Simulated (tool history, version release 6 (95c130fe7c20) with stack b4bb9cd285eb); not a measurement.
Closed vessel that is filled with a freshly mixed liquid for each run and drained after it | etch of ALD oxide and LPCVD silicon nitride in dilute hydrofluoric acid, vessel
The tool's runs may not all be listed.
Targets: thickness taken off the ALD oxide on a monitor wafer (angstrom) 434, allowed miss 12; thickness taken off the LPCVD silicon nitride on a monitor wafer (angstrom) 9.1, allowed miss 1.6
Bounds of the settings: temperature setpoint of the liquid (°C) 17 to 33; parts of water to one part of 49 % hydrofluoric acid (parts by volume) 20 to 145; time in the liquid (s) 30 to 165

run,hour,temperature setpoint of the liquid (°C),parts of water to one part of 49 % hydrofluoric acid (parts by volume),time in the liquid (s),thickness taken off the ALD oxide on a monitor wafer (angstrom),thickness taken off the LPCVD silicon nitride on a monitor wafer (angstrom)
1,0,25,80,85,326.08,5.311
2,7.7,26.5,80,85,340.04,5.4933
3,15.6,28,80,85,367.2,6.7115
4,21.9,28,95,85,299.83,5.1843
5,26.4,28,95,55,192.68,3.7183
6,32,31,95,55,217.17,4.6726
7,39.3,31,85,55,245.13,4.9789
8,41.5,31.5,75,55,291.28,5.0178
9,43.6,32,75,60,318.2,5.9664
# hour 48.1: hydrofluoric acid flow meter replaced
10,48.1,32,75,60,365.33,6.916
11,54.6,32.5,70,60,403.93,7.5449
12,59.2,33,70,60,400.85,8.6901

Which of these 4 next moves meets every target?
A,63.8,17.5,20,35,?,?
B,63.8,33,80,65,?,?
C,63.8,21,20,30,?,?
D,63.8,33,80,75,?,?

move,thickness taken off the ALD oxide on a monitor wafer (angstrom),thickness taken off the LPCVD silicon nitride on a monitor wafer (angstrom)
A,474.76,5.7794
B,381.98,7.8365
C,474.18,6.3476
D,440.75,9.0421
A: takes the result that was furthest off past its target
B: further off than the last run
C: takes the result that was furthest off past its target
D: meets every target
The right move is D.
